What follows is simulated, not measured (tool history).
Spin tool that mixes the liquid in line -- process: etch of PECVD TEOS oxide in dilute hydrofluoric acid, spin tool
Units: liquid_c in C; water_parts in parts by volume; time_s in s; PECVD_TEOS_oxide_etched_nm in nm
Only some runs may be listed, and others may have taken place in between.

| run | day | liquid_c | water_parts | time_s | PECVD_TEOS_oxide_etched_nm |
|---|---|---|---|---|---|
| 1 | 0.000 | 24.0 | 170 | 305 | 24.532 |
| 2 | 0.250 | 24.0 | 225 | 305 | 17.560 |
| 3 | 0.508 | 21.5 | 225 | 305 | 16.150 |
| 4 | 0.862 | 24.0 | 200 | 305 | 20.015 |
| 5 | 0.900 | 26.5 | 200 | 305 | 22.396 |
| 6 | 1.025 | 28.0 | 185 | 305 | 25.471 |
| 7 | 1.396 | 32.0 | 130 | 305 | 46.067 |
| 8 | 1.646 | 30.5 | 130 | 305 | 43.147 |

The next listed run, before its measurement:
| 9 | 1.675 | 29.5 | 130 | 305 | ? |

Run 9 produced PECVD_TEOS_oxide_etched_nm 41.672 nm.
